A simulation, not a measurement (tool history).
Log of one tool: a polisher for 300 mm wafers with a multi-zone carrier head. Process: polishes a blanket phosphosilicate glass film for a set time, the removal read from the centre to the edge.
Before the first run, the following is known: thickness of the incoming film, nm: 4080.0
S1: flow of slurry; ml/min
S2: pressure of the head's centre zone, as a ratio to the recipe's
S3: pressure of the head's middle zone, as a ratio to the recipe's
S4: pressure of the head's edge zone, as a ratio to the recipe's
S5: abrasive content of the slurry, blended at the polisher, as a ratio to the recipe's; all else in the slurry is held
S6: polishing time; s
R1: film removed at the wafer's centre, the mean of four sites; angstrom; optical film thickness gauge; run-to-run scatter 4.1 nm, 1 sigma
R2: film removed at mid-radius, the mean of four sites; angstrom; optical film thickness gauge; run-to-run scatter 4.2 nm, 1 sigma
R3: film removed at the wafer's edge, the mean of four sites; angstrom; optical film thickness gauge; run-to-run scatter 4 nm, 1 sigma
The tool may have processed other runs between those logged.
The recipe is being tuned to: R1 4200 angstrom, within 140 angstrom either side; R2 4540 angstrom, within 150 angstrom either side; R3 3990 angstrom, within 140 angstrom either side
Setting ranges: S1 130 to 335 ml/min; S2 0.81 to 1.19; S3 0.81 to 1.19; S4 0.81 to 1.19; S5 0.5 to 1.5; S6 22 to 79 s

run,hour,S1,S2,S3,S4,S5,S6,R1,R2,R3
1,0,215,1,1,1,1,50,5853.9,6278.2,6248.4
2,4.7,215,1.08,1,1,1,50,6094.7,6316.6,6293.5
3,12.2,215,1.08,1.01,0.95,0.85,48,5279.1,5421,5381.8
4,16,220,1.1,1.05,0.9,0.75,47,4713.1,4944.6,4546.1
5,22.1,175,1.1,1.05,0.9,0.75,47,4531.4,4727,4370.5
6,24.5,175,1.1,1.05,0.9,0.75,39,3734.8,3998.2,3683.8
7,29.2,200,1.11,1.07,0.91,0.75,39,3866.7,4199,3772.7
# hour 32: centre zone pressure recalibrated
8,32,220,1.12,1.08,0.91,0.75,39,4198.6,4195.1,3853.3
9,38.6,220,1.1,1.1,0.92,0.75,39,4140.3,4345.5,3812.7
10,45.3,225,1.08,1.1,0.93,0.75,39,4081.9,4256.4,3811.8

Which one of the following 5 next-run settings gets every result inside its allowed miss? There is exactly one.
A,52,250,1.09,1.07,1,0.65,43,?,?,?
B,52,265,1.16,1.11,0.9,0.75,36,?,?,?
C,52,130,1.05,1.08,0.81,0.8,44,?,?,?
D,52,210,1.08,1.17,0.88,0.75,39,?,?,?
E,52,155,1.12,1.02,0.92,0.8,38,?,?,?

move,R1,R2,R3
A,3908.4,4088.1,3750
B,3998.6,4109.5,3487.3
C,4140.3,4559.3,3934.4
D,3963.3,4517,3654.1
E,3942.8,3915.3,3690.1
A: its largest miss is bigger than the last run's
B: its largest miss is bigger than the last run's
C: each result inside its tolerance
D: the worst result of the last run now meets its target, but another is out of spec
E: its largest miss is bigger than the last run's
The right move is C.
